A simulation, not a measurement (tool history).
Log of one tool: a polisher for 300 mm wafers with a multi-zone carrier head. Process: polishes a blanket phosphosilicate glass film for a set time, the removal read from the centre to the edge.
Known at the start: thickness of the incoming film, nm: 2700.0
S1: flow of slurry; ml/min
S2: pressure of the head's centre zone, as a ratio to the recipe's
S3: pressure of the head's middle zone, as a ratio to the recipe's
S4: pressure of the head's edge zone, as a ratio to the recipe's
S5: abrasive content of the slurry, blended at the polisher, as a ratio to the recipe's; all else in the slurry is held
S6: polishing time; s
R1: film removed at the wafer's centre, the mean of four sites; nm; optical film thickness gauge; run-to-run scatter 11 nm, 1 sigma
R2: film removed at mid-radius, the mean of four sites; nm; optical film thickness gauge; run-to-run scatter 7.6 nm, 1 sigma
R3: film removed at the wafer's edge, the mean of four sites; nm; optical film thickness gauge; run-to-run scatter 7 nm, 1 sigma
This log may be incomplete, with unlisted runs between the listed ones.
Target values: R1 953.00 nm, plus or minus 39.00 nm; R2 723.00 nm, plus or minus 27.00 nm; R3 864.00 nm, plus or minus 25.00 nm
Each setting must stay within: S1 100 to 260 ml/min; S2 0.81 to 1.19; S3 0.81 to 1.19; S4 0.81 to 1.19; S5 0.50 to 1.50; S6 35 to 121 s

run,hour,S1,S2,S3,S4,S5,S6,R1,R2,R3
1,0.0,165,1.00,1.00,1.00,1.00,78,1032.80,1029.40,1001.60
2,6.1,155,1.02,0.96,1.00,0.95,78,1018.30,957.33,983.24
3,13.4,155,0.99,0.96,1.00,0.95,78,983.79,961.95,988.98
4,21.4,155,0.99,0.89,1.00,0.95,78,980.76,894.10,992.89
5,24.9,155,0.99,0.89,1.00,0.95,61,773.88,699.13,761.15
6,27.7,155,0.99,0.89,1.00,0.95,74,940.97,854.95,937.96
7,33.8,150,1.01,0.87,0.99,0.95,74,947.64,839.84,937.75
8,42.1,150,1.01,0.87,0.99,0.95,74,965.18,827.82,931.25

4 candidate next runs follow, results not yet known. Just one meets every target within its allowed miss. Identify it.
A,50.4,210,1.01,0.98,0.92,1.05,66,?,?,?
B,50.4,145,1.09,0.81,0.99,0.90,70,?,?,?
C,50.4,195,1.00,1.00,0.93,0.95,69,?,?,?
D,50.4,205,1.09,0.97,0.93,0.85,68,?,?,?

move,R1,R2,R3
A,914.53,911.27,862.06
B,927.48,737.64,857.51
C,907.73,930.45,871.03
D,952.15,871.14,835.77
A: further off than the last run
B: every result within its allowed miss
C: further off than the last run
D: further off than the last run
B meets every target.
